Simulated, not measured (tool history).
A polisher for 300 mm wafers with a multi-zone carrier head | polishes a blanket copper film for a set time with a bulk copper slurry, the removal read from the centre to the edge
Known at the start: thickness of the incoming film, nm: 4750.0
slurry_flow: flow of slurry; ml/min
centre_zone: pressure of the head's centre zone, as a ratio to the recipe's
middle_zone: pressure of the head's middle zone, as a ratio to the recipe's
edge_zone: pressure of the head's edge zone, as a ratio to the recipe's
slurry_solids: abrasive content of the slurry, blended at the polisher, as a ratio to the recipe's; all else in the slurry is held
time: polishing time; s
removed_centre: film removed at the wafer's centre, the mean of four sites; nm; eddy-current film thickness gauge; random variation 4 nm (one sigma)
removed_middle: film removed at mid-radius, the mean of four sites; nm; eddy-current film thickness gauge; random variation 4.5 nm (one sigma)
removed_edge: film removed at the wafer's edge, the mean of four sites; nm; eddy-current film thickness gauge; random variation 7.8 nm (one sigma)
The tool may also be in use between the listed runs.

run	hour	slurry_flow	centre_zone	middle_zone	edge_zone	slurry_solids	time	removed_centre	removed_middle	removed_edge
1	0.0	275	1.00	1.00	1.00	1.00	78	441.48	458.44	468.63
2	5.0	275	0.93	1.00	1.00	1.00	78	412.55	456.88	480.36
3	6.1	275	0.84	1.00	1.00	1.00	78	378.57	462.23	466.39
4	13.1	275	0.91	1.00	1.00	1.00	78	402.95	461.00	473.47
5	14.5	275	0.92	1.01	1.03	1.10	81	435.02	495.62	501.35
6	18.9	270	0.92	0.99	1.05	1.15	85	450.58	517.17	533.70
7	24.8	270	0.93	0.98	1.07	1.20	88	484.69	534.28	579.97
8	32.9	275	0.94	0.99	1.09	1.25	89	498.72	544.62	588.22
# hour 36.6: centre zone pressure recalibrated
9	36.6	275	0.94	0.99	1.10	1.30	91	550.66	565.48	618.83

Forecast run 10:
10	37.4	275	0.93	1.00	1.11	1.35	92	?	?	?

Run 10 gave removed_centre 554.97 nm, removed_middle 576.51 nm, removed_edge 623.89 nm.
